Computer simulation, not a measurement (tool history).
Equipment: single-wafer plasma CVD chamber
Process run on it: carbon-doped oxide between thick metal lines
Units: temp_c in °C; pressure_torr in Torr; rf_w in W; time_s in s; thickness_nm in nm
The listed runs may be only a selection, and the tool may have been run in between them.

run  hour  temp_c  pressure_torr  rf_w  time_s  thickness_nm
  1     0     360           6.82   475     156         707.5
  2   1.5     360           7.64   475     156         713.3
  3   7.1     360           7.64   440     156        664.78
  4   9.8     360           7.64   505     156        749.52
  5  12.5     356           7.64   505     156        756.41
  6    19     356           7.64   505     148        718.45

Run 7 comes next. What will it give?
  7  24.9     358           7.45   485     148             ?

thickness_nm: 692.56 nm
